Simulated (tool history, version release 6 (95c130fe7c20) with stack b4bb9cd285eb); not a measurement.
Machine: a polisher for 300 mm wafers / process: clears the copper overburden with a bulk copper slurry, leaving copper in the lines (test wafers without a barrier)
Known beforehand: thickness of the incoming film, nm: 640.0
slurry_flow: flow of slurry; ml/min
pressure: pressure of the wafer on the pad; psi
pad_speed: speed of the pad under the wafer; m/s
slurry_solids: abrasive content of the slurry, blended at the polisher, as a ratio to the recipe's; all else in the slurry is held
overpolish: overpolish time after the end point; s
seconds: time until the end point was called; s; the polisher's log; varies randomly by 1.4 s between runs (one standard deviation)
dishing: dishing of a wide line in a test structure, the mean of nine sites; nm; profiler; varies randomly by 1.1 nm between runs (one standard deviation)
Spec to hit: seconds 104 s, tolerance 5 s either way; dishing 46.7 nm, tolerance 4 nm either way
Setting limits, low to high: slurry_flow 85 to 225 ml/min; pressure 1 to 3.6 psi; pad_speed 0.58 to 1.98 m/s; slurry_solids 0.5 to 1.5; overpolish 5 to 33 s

run,day,slurry_flow,pressure,pad_speed,slurry_solids,overpolish,seconds,dishing
1,0,145,2.3,1.28,1,17,77.847,65.498
2,0.088,135,2.3,1.28,1,17,79.183,65.39
3,0.146,135,2.1,1.28,1,16,87.116,58.968
4,0.454,135,2.1,1.28,1,12,84.832,53.203
5,0.717,135,2.1,1.16,1,12,92.097,45.748
6,0.888,135,2.1,0.88,1,12,119.35,36.562
7,1.171,135,2.1,0.88,1,12,121.6,38.729
8,1.25,140,2.2,0.88,1,13,117.44,42.41
9,1.529,140,2.3,0.88,1,13,109.78,45.061

Pick the move, out of 4, that brings all results within their allowed miss; only one does.
A,1.808,135,1.8,1.02,1.05,20,?,?
B,1.808,145,2.1,0.86,1,13,?,?
C,1.808,160,2.3,0.9,1.15,13,?,?
D,1.808,170,1.9,1.1,0.95,18,?,?

move,seconds,dishing
A,120.55,52.564
B,124.19,39.604
C,105.01,45.093
D,105.71,53.843
A: misses by more than the last run did
B: misses by more than the last run did
C: all results land within tolerance of their targets
D: puts the biggest miss on target and leaves a different result outside tolerance
Answer: C
